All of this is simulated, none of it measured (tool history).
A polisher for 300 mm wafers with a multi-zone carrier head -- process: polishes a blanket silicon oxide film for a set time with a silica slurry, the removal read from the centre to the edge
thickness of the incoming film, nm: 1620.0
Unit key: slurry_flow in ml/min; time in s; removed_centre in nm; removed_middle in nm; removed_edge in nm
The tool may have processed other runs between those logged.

{"run": 1, "hour": 0.0, "slurry_flow": 225, "centre_zone": 1, "middle_zone": 1, "edge_zone": 1, "slurry_solids": 1, "time": 63, "removed_centre": 135.93, "removed_middle": 137.1, "removed_edge": 137.23}
{"run": 2, "hour": 7.0, "slurry_flow": 225, "centre_zone": 1, "middle_zone": 0.96, "edge_zone": 1, "slurry_solids": 1, "time": 63, "removed_centre": 139.24, "removed_middle": 133.08, "removed_edge": 136.7}
{"run": 3, "hour": 10.8, "slurry_flow": 225, "centre_zone": 1, "middle_zone": 0.96, "edge_zone": 1, "slurry_solids": 0.8, "time": 63, "removed_centre": 116.65, "removed_middle": 114.18, "removed_edge": 119.81}
{"run": 4, "hour": 15.0, "slurry_flow": 225, "centre_zone": 1, "middle_zone": 0.96, "edge_zone": 1, "slurry_solids": 0.65, "time": 63, "removed_centre": 104.04, "removed_middle": 98.494, "removed_edge": 102.36}
{"run": 5, "hour": 22.5, "slurry_flow": 235, "centre_zone": 1, "middle_zone": 0.99, "edge_zone": 1.03, "slurry_solids": 0.75, "time": 63, "removed_centre": 111.81, "removed_middle": 112.85, "removed_edge": 116.09}
{"run": 6, "hour": 27.7, "slurry_flow": 250, "centre_zone": 1.02, "middle_zone": 1.02, "edge_zone": 1.06, "slurry_solids": 0.8, "time": 63, "removed_centre": 123.16, "removed_middle": 122.35, "removed_edge": 123.97}
{"hour": 29.5, "done": "edge zone pressure recalibrated"}
{"run": 7, "hour": 29.5, "slurry_flow": 295, "centre_zone": 0.94, "middle_zone": 1.12, "edge_zone": 1.16, "slurry_solids": 1.05, "time": 64, "removed_centre": 139.64, "removed_middle": 156.57, "removed_edge": 150.99}
{"run": 8, "hour": 32.8, "slurry_flow": 295, "centre_zone": 0.94, "middle_zone": 1.12, "edge_zone": 1.16, "slurry_solids": 1.05, "time": 64, "removed_centre": 137.84, "removed_middle": 157.11, "removed_edge": 152.32}
{"run": 9, "hour": 34.0, "slurry_flow": 300, "centre_zone": 0.94, "middle_zone": 1.12, "edge_zone": 1.17, "slurry_solids": 1.05, "time": 64, "removed_centre": 138.12, "removed_middle": 158.49, "removed_edge": 151.61}
{"run": 10, "hour": 36.2, "slurry_flow": 300, "centre_zone": 0.94, "middle_zone": 1.12, "edge_zone": 1.17, "slurry_solids": 1.1, "time": 64, "removed_centre": 144.61, "removed_middle": 160.94, "removed_edge": 154.73}
{"run": 11, "hour": 36.9, "slurry_flow": 300, "centre_zone": 0.93, "middle_zone": 1.12, "edge_zone": 1.17, "slurry_solids": 1.1, "time": 64, "removed_centre": 143.18, "removed_middle": 162.02, "removed_edge": 155.18}
{"run": 12, "hour": 45.3, "slurry_flow": 300, "centre_zone": 0.92, "middle_zone": 1.12, "edge_zone": 1.18, "slurry_solids": 1.15, "time": 64, "removed_centre": 140.04, "removed_middle": 163.31, "removed_edge": 157.75}

Run 13, settings as shown, results not yet in. Your forecast:
{"run": 13, "hour": 50.1, "slurry_flow": 305, "centre_zone": 0.92, "middle_zone": 1.12, "edge_zone": 1.18, "slurry_solids": 1.15, "time": 64, "removed_centre": "?", "removed_middle": "?", "removed_edge": "?"}

Logged for run 13: removed_centre 144.02 nm, removed_middle 166.06 nm, removed_edge 159.52 nm.
